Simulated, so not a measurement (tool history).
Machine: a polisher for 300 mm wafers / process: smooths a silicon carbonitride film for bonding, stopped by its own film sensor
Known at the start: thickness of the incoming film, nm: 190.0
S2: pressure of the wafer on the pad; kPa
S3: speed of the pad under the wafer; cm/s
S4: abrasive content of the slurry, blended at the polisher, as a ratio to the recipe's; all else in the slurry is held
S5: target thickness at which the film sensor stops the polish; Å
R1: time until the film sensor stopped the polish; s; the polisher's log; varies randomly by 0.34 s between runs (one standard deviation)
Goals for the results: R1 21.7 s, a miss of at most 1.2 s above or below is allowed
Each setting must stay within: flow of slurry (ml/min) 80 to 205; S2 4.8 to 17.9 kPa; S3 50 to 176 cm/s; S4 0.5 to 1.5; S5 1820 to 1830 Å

{"run": 1, "hour": 0.0, "flow of slurry (ml/min)": 135, "S2": 11, "S3": 112, "S4": 1, "S5": 1820, "R1": 34.858}
{"run": 2, "hour": 7.1, "flow of slurry (ml/min)": 135, "S2": 11.7, "S3": 112, "S4": 1, "S5": 1820, "R1": 33.167}
{"run": 3, "hour": 13.1, "flow of slurry (ml/min)": 120, "S2": 11.7, "S3": 112, "S4": 1, "S5": 1820, "R1": 33.54}
{"run": 4, "hour": 18.1, "flow of slurry (ml/min)": 120, "S2": 12.4, "S3": 112, "S4": 1, "S5": 1820, "R1": 31.1}
{"run": 5, "hour": 20.4, "flow of slurry (ml/min)": 120, "S2": 14.5, "S3": 112, "S4": 1, "S5": 1820, "R1": 26.891}
{"run": 6, "hour": 26.5, "flow of slurry (ml/min)": 120, "S2": 15.2, "S3": 112, "S4": 1, "S5": 1820, "R1": 25.179}
{"run": 7, "hour": 29.4, "flow of slurry (ml/min)": 120, "S2": 15.9, "S3": 114, "S4": 1, "S5": 1820, "R1": 24.314}
{"run": 8, "hour": 30.5, "flow of slurry (ml/min)": 120, "S2": 16.5, "S3": 116, "S4": 1, "S5": 1820, "R1": 23.508}

5 next moves are on the table. One of them brings every result within its allowed miss. Which?
{"run": "A", "hour": 31.6, "flow of slurry (ml/min)": 185, "S2": 17.2, "S3": 114, "S4": 1.3, "S5": 1820, "R1": "?"}
{"run": "B", "hour": 31.6, "flow of slurry (ml/min)": 120, "S2": 17.2, "S3": 124, "S4": 0.95, "S5": 1830, "R1": "?"}
{"run": "C", "hour": 31.6, "flow of slurry (ml/min)": 120, "S2": 16.5, "S3": 98, "S4": 1.15, "S5": 1820, "R1": "?"}
{"run": "D", "hour": 31.6, "flow of slurry (ml/min)": 120, "S2": 17.2, "S3": 130, "S4": 0.8, "S5": 1820, "R1": "?"}
{"run": "E", "hour": 31.6, "flow of slurry (ml/min)": 125, "S2": 16.5, "S3": 120, "S4": 1, "S5": 1830, "R1": "?"}

move=A R1=19.138
move=B R1=18.798
move=C R1=25.068
move=D R1=22.028
move=E R1=19.549
A: the result that was furthest off in the last run now lies on the other side of its target
B: the result that was furthest off in the last run now lies on the other side of its target
C: the biggest miss grows against the last run
D: every result within its allowed miss
E: the result that was furthest off in the last run now lies on the other side of its target
D is the move that brings every result within its allowed miss.
